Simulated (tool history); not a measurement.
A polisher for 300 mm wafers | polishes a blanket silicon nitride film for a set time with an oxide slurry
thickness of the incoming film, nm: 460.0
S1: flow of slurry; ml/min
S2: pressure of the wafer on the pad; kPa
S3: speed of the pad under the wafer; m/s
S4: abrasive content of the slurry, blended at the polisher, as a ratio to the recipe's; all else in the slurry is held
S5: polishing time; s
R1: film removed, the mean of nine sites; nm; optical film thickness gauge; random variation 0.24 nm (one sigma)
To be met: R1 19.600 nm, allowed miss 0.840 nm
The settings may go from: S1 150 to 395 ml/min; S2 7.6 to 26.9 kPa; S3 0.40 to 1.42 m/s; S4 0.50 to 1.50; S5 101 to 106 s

run 1 hour=0.0 | S1=250 S2=17.2 S3=0.90 S4=1.00 S5=101 | R1=47.638
run 2 hour=5.3 | S1=250 S2=15.9 S3=0.84 S4=1.00 S5=101 | R1=43.568
run 3 hour=9.5 | S1=215 S2=15.9 S3=0.84 S4=1.00 S5=101 | R1=41.928
run 4 hour=11.8 | S1=215 S2=14.5 S3=0.78 S4=1.00 S5=101 | R1=37.507
run 5 hour=12.8 | S1=215 S2=13.1 S3=0.72 S4=1.00 S5=101 | R1=32.587
run 6 hour=15.0 | S1=215 S2=13.1 S3=0.54 S4=1.00 S5=101 | R1=28.113
run 7 hour=23.8 | S1=215 S2=13.1 S3=0.54 S4=1.00 S5=101 | R1=28.491
run 8 hour=25.3 | S1=215 S2=12.4 S3=0.52 S4=1.00 S5=101 | R1=26.197
run 9 hour=33.6 | S1=215 S2=12.4 S3=0.52 S4=1.00 S5=101 | R1=26.400
run 10 hour=35.5 | S1=215 S2=11.7 S3=0.52 S4=1.00 S5=101 | R1=25.391
run 11 hour=38.1 | S1=215 S2=11.0 S3=0.52 S4=1.00 S5=101 | R1=23.930
run 12 hour=41.2 | S1=215 S2=10.3 S3=0.52 S4=1.00 S5=101 | R1=23.048
run 13 hour=49.0 | S1=215 S2=9.7 S3=0.52 S4=1.00 S5=101 | R1=21.755
run 14 hour=56.7 | S1=215 S2=9.0 S3=0.52 S4=1.00 S5=101 | R1=20.827

Which of these 4 next moves meets every target?
run A hour=64.4 | S1=195 S2=9.0 S3=0.46 S4=0.85 S5=105 | R1=?
run B hour=64.4 | S1=235 S2=7.6 S3=0.54 S4=1.15 S5=106 | R1=?
run C hour=64.4 | S1=240 S2=8.3 S3=0.42 S4=1.00 S5=101 | R1=?
run D hour=64.4 | S1=190 S2=8.3 S3=0.52 S4=1.00 S5=101 | R1=?

move=A R1=18.258
move=B R1=21.674
move=C R1=17.903
move=D R1=19.518
A: takes the result that was furthest off past its target
B: further off than the last run
C: takes the result that was furthest off past its target
D: meets every target
The right move is D.

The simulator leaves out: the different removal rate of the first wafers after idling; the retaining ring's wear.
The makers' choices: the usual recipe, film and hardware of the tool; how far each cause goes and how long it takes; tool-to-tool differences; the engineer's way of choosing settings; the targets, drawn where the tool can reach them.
